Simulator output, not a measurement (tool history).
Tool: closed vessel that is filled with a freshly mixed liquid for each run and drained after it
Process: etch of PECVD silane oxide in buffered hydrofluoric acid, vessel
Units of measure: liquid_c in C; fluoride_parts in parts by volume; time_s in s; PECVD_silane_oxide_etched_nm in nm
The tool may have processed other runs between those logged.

run 1 hour=0.0 | liquid_c=25.0 fluoride_parts=18.5 time_s=85 | PECVD_silane_oxide_etched_nm=92.068
run 2 hour=8.4 | liquid_c=25.0 fluoride_parts=18.5 time_s=85 | PECVD_silane_oxide_etched_nm=91.779
run 3 hour=13.6 | liquid_c=22.0 fluoride_parts=18.5 time_s=85 | PECVD_silane_oxide_etched_nm=77.883
run 4 hour=15.0 | liquid_c=22.0 fluoride_parts=22.0 time_s=85 | PECVD_silane_oxide_etched_nm=67.658
run 5 hour=23.3 | liquid_c=19.5 fluoride_parts=22.0 time_s=85 | PECVD_silane_oxide_etched_nm=58.778
run 6 hour=31.6 | liquid_c=21.0 fluoride_parts=21.0 time_s=85 | PECVD_silane_oxide_etched_nm=66.216
run 7 hour=33.4 | liquid_c=25.0 fluoride_parts=15.0 time_s=85 | PECVD_silane_oxide_etched_nm=112.540
run 8 hour=38.4 | liquid_c=25.5 fluoride_parts=15.0 time_s=85 | PECVD_silane_oxide_etched_nm=115.800

Expected results for the next run?
run 9 hour=42.6 | liquid_c=26.0 fluoride_parts=15.0 time_s=85 | PECVD_silane_oxide_etched_nm=?

PECVD_silane_oxide_etched_nm: 120.010 nm

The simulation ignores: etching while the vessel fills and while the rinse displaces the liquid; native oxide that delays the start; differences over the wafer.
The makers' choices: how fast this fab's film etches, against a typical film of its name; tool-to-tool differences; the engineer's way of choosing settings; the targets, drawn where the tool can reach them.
